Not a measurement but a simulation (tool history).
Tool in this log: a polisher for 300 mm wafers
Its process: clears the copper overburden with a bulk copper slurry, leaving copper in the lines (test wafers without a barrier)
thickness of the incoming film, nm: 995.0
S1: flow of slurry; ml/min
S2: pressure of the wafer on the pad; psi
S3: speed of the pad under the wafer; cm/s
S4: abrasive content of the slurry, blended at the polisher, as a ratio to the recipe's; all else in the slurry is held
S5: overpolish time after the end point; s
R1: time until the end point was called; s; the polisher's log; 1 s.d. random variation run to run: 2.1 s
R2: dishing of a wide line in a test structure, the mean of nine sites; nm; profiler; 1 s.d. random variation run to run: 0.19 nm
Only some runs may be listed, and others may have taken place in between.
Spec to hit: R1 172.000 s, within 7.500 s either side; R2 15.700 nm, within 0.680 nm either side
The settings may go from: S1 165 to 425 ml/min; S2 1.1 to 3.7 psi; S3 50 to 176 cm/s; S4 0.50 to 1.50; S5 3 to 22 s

run	hour	S1	S2	S3	S4	S5	R1	R2
1	0.0	275	2.4	112	1.00	11	153.360	16.482
2	4.1	275	2.4	130	1.00	11	130.190	16.957
3	8.3	275	2.9	130	1.00	11	107.700	17.046
4	15.5	330	2.9	130	1.00	11	107.640	17.384
# hour 24.3: worn pad replaced by a new one
5	24.3	325	2.8	130	1.00	10	99.692	17.144
6	28.9	325	2.8	140	1.00	10	90.196	17.432
7	37.1	325	2.8	140	1.00	10	93.918	17.384
8	45.5	315	2.6	140	1.00	10	100.610	17.348
9	50.0	305	2.5	140	1.00	9	103.520	16.811
10	53.1	300	2.4	140	1.00	9	109.140	17.119
11	60.8	290	2.3	140	1.00	8	114.230	16.715
12	68.6	280	2.2	140	1.00	8	121.910	16.850
13	71.2	275	2.1	140	1.00	7	123.360	15.467
14	75.8	275	2.1	140	1.00	7	125.050	15.719
15	81.4	270	2.0	140	1.00	7	131.630	15.427
16	90.3	270	2.0	140	1.00	7	132.570	15.423
17	96.9	265	2.0	140	1.00	7	128.100	15.705
18	99.0	265	1.9	140	1.00	7	138.160	15.226
19	102.7	265	1.9	140	1.00	7	139.590	15.361
20	104.3	255	1.7	140	1.00	9	151.020	15.515
21	108.2	250	1.7	140	1.00	9	156.740	15.584

Pick the move, out of 4, that brings all results within their allowed miss; only one does.
A	112.1	300	1.5	150	0.95	10	?	?
B	112.1	235	1.4	148	1.15	12	?	?
C	112.1	260	1.8	134	0.90	9	?	?
D	112.1	200	2.2	104	0.80	22	?	?

move	R1	R2
A	163.170	15.606
B	172.060	15.757
C	156.510	15.691
D	172.990	16.936
A: gains on the last run, yet a result remains outside its allowed miss
B: meets every target
C: no better and no worse than the last run
D: the worst result of the last run now meets its target, but another is out of spec
The right move is B.
